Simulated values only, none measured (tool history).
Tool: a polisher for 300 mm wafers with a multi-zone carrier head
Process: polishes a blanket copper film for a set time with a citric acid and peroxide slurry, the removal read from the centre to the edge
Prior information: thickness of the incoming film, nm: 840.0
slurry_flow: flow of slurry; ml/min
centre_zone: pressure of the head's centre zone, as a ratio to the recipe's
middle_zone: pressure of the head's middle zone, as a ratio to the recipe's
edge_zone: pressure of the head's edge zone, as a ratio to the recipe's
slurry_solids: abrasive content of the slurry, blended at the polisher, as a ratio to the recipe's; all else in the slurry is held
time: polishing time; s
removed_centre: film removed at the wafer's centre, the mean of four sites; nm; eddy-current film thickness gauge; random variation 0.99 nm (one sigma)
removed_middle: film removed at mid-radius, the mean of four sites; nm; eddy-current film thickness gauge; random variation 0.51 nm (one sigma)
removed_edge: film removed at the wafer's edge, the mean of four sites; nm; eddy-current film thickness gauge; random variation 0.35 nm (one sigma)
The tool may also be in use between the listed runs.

| run | hour | slurry_flow | centre_zone | middle_zone | edge_zone | slurry_solids | time | removed_centre | removed_middle | removed_edge |
|---|---|---|---|---|---|---|---|---|---|---|
| 1 | 0.0 | 255 | 1.00 | 1.00 | 1.00 | 1.00 | 45 | 91.207 | 91.295 | 92.268 |
| 2 | 2.7 | 260 | 1.04 | 1.02 | 0.95 | 0.85 | 40 | 83.074 | 78.524 | 75.901 |
| 3 | 11.0 | 255 | 1.05 | 1.03 | 0.91 | 0.75 | 38 | 74.698 | 70.698 | 67.557 |
| 4 | 17.0 | 250 | 1.08 | 1.06 | 0.88 | 0.65 | 37 | 71.205 | 66.140 | 61.016 |
| 5 | 17.9 | 250 | 1.08 | 1.06 | 0.88 | 0.80 | 37 | 76.979 | 72.698 | 65.957 |
| 6 | 21.3 | 290 | 1.08 | 1.06 | 0.88 | 0.80 | 37 | 76.233 | 73.560 | 66.522 |

Expected results for the next run?
| 7 | 24.8 | 275 | 1.09 | 1.07 | 0.86 | 0.70 | 36 | ? | ? | ? |

removed_centre: 73.766 nm
removed_middle: 67.136 nm
removed_edge: 61.262 nm

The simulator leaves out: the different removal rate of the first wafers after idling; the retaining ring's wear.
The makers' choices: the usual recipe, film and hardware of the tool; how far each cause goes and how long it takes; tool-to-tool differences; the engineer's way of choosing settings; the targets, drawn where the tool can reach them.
